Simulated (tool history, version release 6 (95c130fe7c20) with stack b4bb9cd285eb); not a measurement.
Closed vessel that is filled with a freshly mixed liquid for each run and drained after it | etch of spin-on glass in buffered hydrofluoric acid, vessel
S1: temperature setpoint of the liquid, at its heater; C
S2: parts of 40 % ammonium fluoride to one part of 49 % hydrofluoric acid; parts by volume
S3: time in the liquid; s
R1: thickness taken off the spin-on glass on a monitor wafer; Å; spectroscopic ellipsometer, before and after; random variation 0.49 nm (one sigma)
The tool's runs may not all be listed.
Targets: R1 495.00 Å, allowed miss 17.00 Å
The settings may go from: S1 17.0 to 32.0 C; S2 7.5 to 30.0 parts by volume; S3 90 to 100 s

run 1 hour=0.0 | S1=24.0 S2=20.5 S3=90 | R1=639.14
run 2 hour=2.2 | S1=23.0 S2=20.5 S3=90 | R1=605.45
run 3 hour=6.9 | S1=22.0 S2=20.5 S3=90 | R1=578.23
run 4 hour=9.3 | S1=23.5 S2=20.5 S3=90 | R1=625.56
run 5 hour=17.6 | S1=23.5 S2=20.5 S3=90 | R1=615.50
-- hour=20.6 hydrofluoric acid flow meter replaced
run 6 hour=20.6 | S1=20.5 S2=20.5 S3=90 | R1=563.62
run 7 hour=22.4 | S1=19.5 S2=20.5 S3=90 | R1=531.52
run 8 hour=28.2 | S1=19.0 S2=20.5 S3=90 | R1=511.27

Which of these 4 next moves meets every target?
run A hour=34.0 | S1=21.5 S2=28.5 S3=100 | R1=?
run B hour=34.0 | S1=19.5 S2=21.0 S3=90 | R1=?
run C hour=34.0 | S1=18.0 S2=23.5 S3=100 | R1=?
run D hour=34.0 | S1=18.5 S2=19.0 S3=90 | R1=?

move=A R1=533.12
move=B R1=529.60
move=C R1=500.08
move=D R1=544.55
A: further off than the last run
B: further off than the last run
C: meets every target
D: further off than the last run
Answer: C
